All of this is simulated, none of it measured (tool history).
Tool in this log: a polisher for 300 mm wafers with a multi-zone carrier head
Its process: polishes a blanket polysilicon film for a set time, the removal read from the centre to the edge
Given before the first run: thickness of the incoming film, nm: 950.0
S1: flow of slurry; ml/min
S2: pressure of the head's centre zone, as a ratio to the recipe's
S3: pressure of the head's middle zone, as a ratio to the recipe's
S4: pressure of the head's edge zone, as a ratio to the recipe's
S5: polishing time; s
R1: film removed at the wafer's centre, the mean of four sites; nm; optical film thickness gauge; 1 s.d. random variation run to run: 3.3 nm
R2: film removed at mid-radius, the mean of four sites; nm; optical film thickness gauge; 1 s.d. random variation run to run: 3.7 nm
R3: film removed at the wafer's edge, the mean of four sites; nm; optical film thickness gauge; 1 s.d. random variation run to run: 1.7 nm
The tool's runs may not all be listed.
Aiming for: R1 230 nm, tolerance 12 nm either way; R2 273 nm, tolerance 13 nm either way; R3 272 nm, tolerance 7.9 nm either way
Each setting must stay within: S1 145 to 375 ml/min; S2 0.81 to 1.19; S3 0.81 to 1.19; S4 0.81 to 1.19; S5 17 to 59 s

run,hour,S1,S2,S3,S4,S5,R1,R2,R3
1,0,240,1,1,1,38,377.72,375.52,388.48
2,5.7,240,0.91,1,1,38,344.44,380.3,381.26
3,13.2,240,0.84,1,1,38,311.86,379.75,388.29
4,20.9,235,0.84,0.99,0.98,37,298.85,369.15,370.33
5,27,235,0.84,0.98,0.97,36,301.15,357.93,362.76
6,31.7,230,0.84,0.98,0.96,35,288.48,341.56,342.7
7,35.4,225,0.84,0.98,0.96,34,282.97,331.53,336.8
8,36.3,220,0.84,0.98,0.95,33,274.49,326.32,324.74
9,43.8,215,0.84,0.98,0.94,32,257.43,319.65,315.81
10,52.2,215,0.84,0.97,0.93,32,265.89,302.96,313.98
11,58.6,210,0.84,0.97,0.92,32,260.87,309.72,313.28
12,61,210,0.84,0.97,0.91,31,252.85,304.21,298.17
13,65.6,205,0.84,0.96,0.9,31,251.1,294.5,299.21
14,73.3,205,0.84,0.96,0.89,31,249.3,294.8,298.61
15,76.4,205,0.84,0.96,0.88,31,251.29,295.17,294.37
16,79.9,205,0.84,0.96,0.87,31,251.42,299.14,295.52
# hour 81.5: worn pad replaced by a new one
17,81.5,205,0.84,0.96,0.86,31,266.12,306.85,311.64
18,89.3,195,0.86,0.99,0.92,25,217.52,259.3,254.49
19,93.5,200,0.86,0.99,0.93,25,218.01,259.61,256.73

Which single option among these 4 for the next run brings every result within its allowed miss of target? Just one does.
A,97.7,205,0.9,1.05,0.92,25,?,?,?
B,97.7,185,0.87,1.13,0.99,26,?,?,?
C,97.7,200,0.96,1.15,0.84,26,?,?,?
D,97.7,155,0.84,0.97,0.86,28,?,?,?

move,R1,R2,R3
A,230.58,267.64,255.22
B,228.13,292.13,268.89
C,255.14,299.81,256.83
D,229.41,268.66,271.34
A: moves away from the targets compared with the last run
B: the worst result of the last run now meets its target, but another is out of spec
C: moves away from the targets compared with the last run
D: in spec on every target
The move that meets every target is D.
